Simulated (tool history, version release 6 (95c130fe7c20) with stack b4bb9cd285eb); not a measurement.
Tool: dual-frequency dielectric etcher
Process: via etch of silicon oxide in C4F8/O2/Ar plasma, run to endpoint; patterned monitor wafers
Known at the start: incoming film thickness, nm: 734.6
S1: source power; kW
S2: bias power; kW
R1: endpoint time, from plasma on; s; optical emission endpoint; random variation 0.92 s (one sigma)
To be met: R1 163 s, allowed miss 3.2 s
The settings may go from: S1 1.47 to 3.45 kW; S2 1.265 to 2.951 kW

{"run": 1, "hour": 0.0, "S1": 2.46, "S2": 2.108, "R1": 143.2}
{"run": 2, "hour": 3.7, "S1": 2.25, "S2": 2.069, "R1": 149.42}
{"run": 3, "hour": 6.4, "S1": 2.55, "S2": 2.069, "R1": 141.57}
{"run": 4, "hour": 9.9, "S1": 2.32, "S2": 2.069, "R1": 147.02}
{"run": 5, "hour": 16.8, "S1": 2.32, "S2": 2.297, "R1": 143.86}
{"run": 6, "hour": 24.3, "S1": 1.95, "S2": 2.297, "R1": 153.32}
{"run": 7, "hour": 25.8, "S1": 1.86, "S2": 2.279, "R1": 157.21}
{"run": 8, "hour": 34.2, "S1": 1.81, "S2": 2.27, "R1": 157.47}
{"run": 9, "hour": 39.7, "S1": 1.76, "S2": 2.259, "R1": 158.76}

Which of these 5 next moves meets every target?
{"run": "A", "hour": 45.2, "S1": 1.86, "S2": 2.521, "R1": "?"}
{"run": "B", "hour": 45.2, "S1": 1.98, "S2": 2.327, "R1": "?"}
{"run": "C", "hour": 45.2, "S1": 2.07, "S2": 1.631, "R1": "?"}
{"run": "D", "hour": 45.2, "S1": 2.25, "S2": 1.807, "R1": "?"}
{"run": "E", "hour": 45.2, "S1": 1.9, "S2": 2.412, "R1": "?"}

move=A R1=150.38
move=B R1=150.22
move=C R1=161.82
move=D R1=152.93
move=E R1=151.04
A: further off than the last run
B: further off than the last run
C: meets every target
D: further off than the last run
E: further off than the last run
Move C is the one to make.
